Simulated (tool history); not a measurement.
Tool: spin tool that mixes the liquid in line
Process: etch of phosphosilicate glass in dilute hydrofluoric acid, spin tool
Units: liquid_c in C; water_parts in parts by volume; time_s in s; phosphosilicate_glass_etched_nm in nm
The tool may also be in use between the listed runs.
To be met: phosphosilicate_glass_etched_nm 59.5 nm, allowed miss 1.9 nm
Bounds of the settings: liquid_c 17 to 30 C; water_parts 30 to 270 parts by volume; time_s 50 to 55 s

run,hour,liquid_c,water_parts,time_s,phosphosilicate_glass_etched_nm
1,0,22,150,50,16.298
2,2.7,22,185,50,12.549
3,10.8,20,185,50,11.681
4,14.5,17,185,50,10.471
5,19.3,17,185,50,10.603
6,20.2,20.5,135,50,17.368
7,23.5,24.5,75,55,42.461
8,24.8,26,70,55,49.184
9,30.9,27,70,55,51.472
10,39.1,28,70,55,53.308
11,47.1,30,65,55,62.843

4 next moves are on the table. One of them brings every result within its allowed miss. Which?
A,55.1,29,65,55,?
B,55.1,27.5,55,55,?
C,55.1,25.5,55,55,?
D,55.1,30,60,55,?

move,phosphosilicate_glass_etched_nm
A,59.759
B,67.54
C,62.325
D,67.812
A: meets every target
B: further off than the last run
C: nearer than the last run, and not there yet
D: further off than the last run
Move A is the one to make.
